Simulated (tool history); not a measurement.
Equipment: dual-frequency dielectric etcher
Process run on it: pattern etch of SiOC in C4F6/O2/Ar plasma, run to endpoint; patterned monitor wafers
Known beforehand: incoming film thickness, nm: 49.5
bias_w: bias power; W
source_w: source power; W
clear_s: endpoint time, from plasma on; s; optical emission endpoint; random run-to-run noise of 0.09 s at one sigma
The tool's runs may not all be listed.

Run 1, hour 0.0: bias_w 441 W, source_w 280 W. Result: clear_s 19.012 s.
Run 2, hour 5.7: bias_w 429 W, source_w 280 W. Result: clear_s 18.970 s.
Run 3, hour 12.4: bias_w 415 W, source_w 280 W. Result: clear_s 19.423 s.
Run 4, hour 15.1: bias_w 407 W, source_w 280 W. Result: clear_s 19.478 s.
Run 5, hour 20.9: bias_w 398 W, source_w 280 W. Result: clear_s 19.604 s.
Run 6, hour 23.4: bias_w 390 W, source_w 280 W. Result: clear_s 19.651 s.
Run 7, hour 26.0: bias_w 382 W, source_w 280 W. Result: clear_s 19.939 s.

Run 8 is up next; what results do you expect?
Run 8, hour 26.6: bias_w 382 W, source_w 280 W. Result: clear_s ?.

{"run 8": {"clear_s": 19.937}}
